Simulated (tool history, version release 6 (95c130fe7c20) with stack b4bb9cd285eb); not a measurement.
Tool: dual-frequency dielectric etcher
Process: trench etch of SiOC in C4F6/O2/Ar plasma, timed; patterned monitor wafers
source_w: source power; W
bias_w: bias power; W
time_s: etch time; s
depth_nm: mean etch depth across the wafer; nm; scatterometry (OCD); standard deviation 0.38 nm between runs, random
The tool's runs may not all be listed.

{"run": 1, "day": 0.0, "source_w": 330, "bias_w": 190, "time_s": 26.5, "depth_nm": 55.019}
{"run": 2, "day": 0.058, "source_w": 290, "bias_w": 190, "time_s": 26.5, "depth_nm": 52.237}
{"run": 3, "day": 0.1, "source_w": 290, "bias_w": 190, "time_s": 27.5, "depth_nm": 52.945}
{"run": 4, "day": 0.317, "source_w": 310, "bias_w": 192, "time_s": 27.5, "depth_nm": 55.589}
{"run": 5, "day": 0.388, "source_w": 310, "bias_w": 192, "time_s": 26.5, "depth_nm": 53.982}
{"run": 6, "day": 0.504, "source_w": 260, "bias_w": 192, "time_s": 26.5, "depth_nm": 48.491}
{"run": 7, "day": 0.542, "source_w": 290, "bias_w": 194, "time_s": 26.5, "depth_nm": 51.3}
{"run": 8, "day": 0.796, "source_w": 310, "bias_w": 197, "time_s": 26.5, "depth_nm": 54.403}
{"run": 9, "day": 0.9, "source_w": 320, "bias_w": 198, "time_s": 26.5, "depth_nm": 55.275}
{"run": 10, "day": 1.188, "source_w": 330, "bias_w": 199, "time_s": 26.5, "depth_nm": 55.817}
{"run": 11, "day": 1.288, "source_w": 340, "bias_w": 200, "time_s": 26.5, "depth_nm": 56.94}
{"run": 12, "day": 1.425, "source_w": 350, "bias_w": 201, "time_s": 26.5, "depth_nm": 57.874}
{"run": 13, "day": 1.783, "source_w": 360, "bias_w": 202, "time_s": 26.5, "depth_nm": 58.8}
{"run": 14, "day": 1.833, "source_w": 370, "bias_w": 203, "time_s": 26.5, "depth_nm": 59.626}
{"run": 15, "day": 2.025, "source_w": 370, "bias_w": 204, "time_s": 26.5, "depth_nm": 59.483}
{"run": 16, "day": 2.271, "source_w": 370, "bias_w": 205, "time_s": 26.5, "depth_nm": 59.554}

What will run 17 give?
{"run": 17, "day": 2.596, "source_w": 370, "bias_w": 206, "time_s": 26.5, "depth_nm": "?"}

{"run 17": {"depth_nm": 59.547}}
